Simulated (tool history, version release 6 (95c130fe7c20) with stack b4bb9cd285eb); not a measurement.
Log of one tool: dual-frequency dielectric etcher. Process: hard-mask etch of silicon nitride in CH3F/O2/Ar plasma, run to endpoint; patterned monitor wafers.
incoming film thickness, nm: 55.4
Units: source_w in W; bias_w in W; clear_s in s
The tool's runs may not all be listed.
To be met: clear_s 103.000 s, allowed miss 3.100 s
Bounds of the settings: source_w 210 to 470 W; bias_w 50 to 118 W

run	hour	source_w	bias_w	clear_s
1	0.0	340	84	80.193
2	7.1	290	84	86.113
3	12.9	290	95	82.231
4	15.3	290	102	79.367
5	19.1	290	116	74.351
6	24.5	270	101	81.775
7	31.6	250	91	88.613
8	38.1	240	85	93.125
9	42.2	240	85	92.989

Which of these 4 next moves meets every target?
A	46.3	250	107	?
B	46.3	220	77	?
C	46.3	220	65	?
D	46.3	210	90	?

move	clear_s
A	82.727
B	101.790
C	110.070
D	96.782
A: further off than the last run
B: meets every target
C: takes the result that was furthest off past its target
D: nearer than the last run, and not there yet
Move B is the one to make.
